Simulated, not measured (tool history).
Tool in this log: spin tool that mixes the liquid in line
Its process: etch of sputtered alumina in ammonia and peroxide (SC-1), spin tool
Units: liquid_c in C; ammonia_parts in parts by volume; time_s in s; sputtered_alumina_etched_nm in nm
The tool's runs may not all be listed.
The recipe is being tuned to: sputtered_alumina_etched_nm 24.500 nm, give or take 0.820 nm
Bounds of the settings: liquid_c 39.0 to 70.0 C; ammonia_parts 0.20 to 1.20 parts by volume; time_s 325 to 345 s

Run 1, hour 0.0: liquid_c 55.0 C, ammonia_parts 0.70 parts by volume, time_s 325 s. Result: sputtered_alumina_etched_nm 18.096 nm.
Run 2, hour 5.2: liquid_c 56.0 C, ammonia_parts 0.70 parts by volume, time_s 325 s. Result: sputtered_alumina_etched_nm 18.925 nm.
Run 3, hour 8.6: liquid_c 56.0 C, ammonia_parts 0.80 parts by volume, time_s 325 s. Result: sputtered_alumina_etched_nm 19.045 nm.
Run 4, hour 11.7: liquid_c 57.0 C, ammonia_parts 0.80 parts by volume, time_s 325 s. Result: sputtered_alumina_etched_nm 19.812 nm.
Run 5, hour 17.9: liquid_c 57.0 C, ammonia_parts 0.80 parts by volume, time_s 345 s. Result: sputtered_alumina_etched_nm 21.460 nm.
Run 6, hour 22.1: liquid_c 57.5 C, ammonia_parts 0.80 parts by volume, time_s 345 s. Result: sputtered_alumina_etched_nm 21.928 nm.
Run 7, hour 28.8: liquid_c 58.0 C, ammonia_parts 0.80 parts by volume, time_s 345 s. Result: sputtered_alumina_etched_nm 22.619 nm.
Run 8, hour 37.5: liquid_c 58.5 C, ammonia_parts 0.80 parts by volume, time_s 345 s. Result: sputtered_alumina_etched_nm 23.259 nm.
Run 9, hour 44.0: liquid_c 58.5 C, ammonia_parts 0.80 parts by volume, time_s 345 s. Result: sputtered_alumina_etched_nm 23.164 nm.

Exactly one of the 5 candidate moves below puts every result within its allowed miss. Which one?
Run A, hour 50.5: liquid_c 59.5 C, ammonia_parts 0.75 parts by volume, time_s 345 s. Result: sputtered_alumina_etched_nm ?.
Run B, hour 50.5: liquid_c 62.0 C, ammonia_parts 0.80 parts by volume, time_s 325 s. Result: sputtered_alumina_etched_nm ?.
Run C, hour 50.5: liquid_c 65.0 C, ammonia_parts 0.25 parts by volume, time_s 325 s. Result: sputtered_alumina_etched_nm ?.
Run D, hour 50.5: liquid_c 58.5 C, ammonia_parts 1.00 parts by volume, time_s 325 s. Result: sputtered_alumina_etched_nm ?.
Run E, hour 50.5: liquid_c 57.5 C, ammonia_parts 0.75 parts by volume, time_s 335 s. Result: sputtered_alumina_etched_nm ?.

move  sputtered_alumina_etched_nm
   A                       24.398
   B                       26.272
   C                       27.362
   D                       22.428
   E                       21.358
A: every result within its allowed miss
B: takes the biggest miss from the last run beyond its target
C: takes the biggest miss from the last run beyond its target
D: lands further from the targets than the last run did
E: lands further from the targets than the last run did
A is the move that brings every result within its allowed miss.

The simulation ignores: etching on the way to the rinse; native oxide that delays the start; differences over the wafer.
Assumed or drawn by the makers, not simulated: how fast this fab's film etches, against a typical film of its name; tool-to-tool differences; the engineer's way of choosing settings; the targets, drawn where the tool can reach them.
